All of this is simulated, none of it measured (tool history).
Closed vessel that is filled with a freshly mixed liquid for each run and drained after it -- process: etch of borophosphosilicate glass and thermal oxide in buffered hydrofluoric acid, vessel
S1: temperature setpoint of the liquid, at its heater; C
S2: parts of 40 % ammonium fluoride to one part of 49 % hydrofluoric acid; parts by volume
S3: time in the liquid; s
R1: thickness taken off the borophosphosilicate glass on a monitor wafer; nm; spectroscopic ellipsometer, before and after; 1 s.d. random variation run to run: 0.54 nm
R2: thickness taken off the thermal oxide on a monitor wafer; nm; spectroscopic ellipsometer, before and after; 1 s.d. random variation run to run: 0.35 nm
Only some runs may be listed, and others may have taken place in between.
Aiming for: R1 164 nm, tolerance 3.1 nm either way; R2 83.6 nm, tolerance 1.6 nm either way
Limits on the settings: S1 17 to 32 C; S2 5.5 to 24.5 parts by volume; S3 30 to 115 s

Run 1, hour 0: S1 25 C, S2 15 parts by volume, S3 60 s. Result: R1 96.828 nm, R2 49.683 nm.
Run 2, hour 2.5: S1 27 C, S2 14.5 parts by volume, S3 60 s. Result: R1 110.69 nm, R2 57.271 nm.
Run 3, hour 3.9: S1 27 C, S2 14.5 parts by volume, S3 80 s. Result: R1 147.77 nm, R2 76.051 nm.
Run 4, hour 4.9: S1 27.5 C, S2 14.5 parts by volume, S3 80 s. Result: R1 151.56 nm, R2 78.626 nm.
Run 5, hour 11.9: S1 28 C, S2 14.5 parts by volume, S3 80 s. Result: R1 155.67 nm, R2 79.577 nm.
Run 6, hour 20.9: S1 28 C, S2 14.5 parts by volume, S3 55 s. Result: R1 107.07 nm, R2 55.144 nm.
Run 7, hour 29.3: S1 29 C, S2 13.5 parts by volume, S3 55 s. Result: R1 121.83 nm, R2 62.676 nm.
Run 8, hour 35.8: S1 30 C, S2 13 parts by volume, S3 55 s. Result: R1 133.18 nm, R2 68.438 nm.
Run 9, hour 37.3: S1 30.5 C, S2 12.5 parts by volume, S3 55 s. Result: R1 141.24 nm, R2 73.271 nm.
At hour 41.2: hydrofluoric acid flow meter replaced.
Run 10, hour 41.2: S1 31 C, S2 12 parts by volume, S3 55 s. Result: R1 141.96 nm, R2 73.725 nm.
Run 11, hour 45.3: S1 31.5 C, S2 11.5 parts by volume, S3 55 s. Result: R1 152.07 nm, R2 78.136 nm.
Run 12, hour 47.6: S1 31.5 C, S2 11 parts by volume, S3 55 s. Result: R1 159.68 nm, R2 82.157 nm.

Which of these 5 next moves meets every target?
Run A, hour 49.9: S1 30 C, S2 9 parts by volume, S3 55 s. Result: R1 ?, R2 ?.
Run B, hour 49.9: S1 32 C, S2 13.5 parts by volume, S3 70 s. Result: R1 ?, R2 ?.
Run C, hour 49.9: S1 29 C, S2 5.5 parts by volume, S3 35 s. Result: R1 ?, R2 ?.
Run D, hour 49.9: S1 25 C, S2 6 parts by volume, S3 45 s. Result: R1 ?, R2 ?.
Run E, hour 49.9: S1 30.5 C, S2 13.5 parts by volume, S3 75 s. Result: R1 ?, R2 ?.

move      R1      R2
   A  173.14  89.133
   B  170.33  87.977
   C  169.98  86.856
   D   164.2  83.814
   E  168.88  87.172
A: takes the result that was furthest off past its target
B: takes the result that was furthest off past its target
C: takes the result that was furthest off past its target
D: all results in spec
E: takes the result that was furthest off past its target
D meets every target.
